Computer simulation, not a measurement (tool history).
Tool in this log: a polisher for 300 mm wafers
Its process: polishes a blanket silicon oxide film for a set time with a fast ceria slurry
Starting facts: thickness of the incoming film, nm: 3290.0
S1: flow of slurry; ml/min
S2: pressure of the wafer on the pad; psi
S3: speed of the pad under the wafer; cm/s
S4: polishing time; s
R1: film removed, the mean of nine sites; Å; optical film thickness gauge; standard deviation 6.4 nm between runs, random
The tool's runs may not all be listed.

{"run": 1, "hour": 0.0, "S1": 195, "S2": 2.4, "S3": 86, "S4": 30, "R1": 2781.5}
{"run": 2, "hour": 2.4, "S1": 195, "S2": 2.6, "S3": 86, "S4": 30, "R1": 2970}
{"run": 3, "hour": 6.7, "S1": 195, "S2": 2.6, "S3": 86, "S4": 30, "R1": 3057.5}
{"run": 4, "hour": 15.1, "S1": 195, "S2": 2.6, "S3": 72, "S4": 30, "R1": 2573.2}
{"run": 5, "hour": 23.8, "S1": 195, "S2": 2.9, "S3": 72, "S4": 30, "R1": 2920.4}
{"run": 6, "hour": 24.4, "S1": 175, "S2": 2.9, "S3": 72, "S4": 30, "R1": 2777.1}

Run 7 is up next; what results do you expect?
{"run": 7, "hour": 26.3, "S1": 190, "S2": 3.1, "S3": 72, "S4": 30, "R1": "?"}

R1: 3031.8 Å
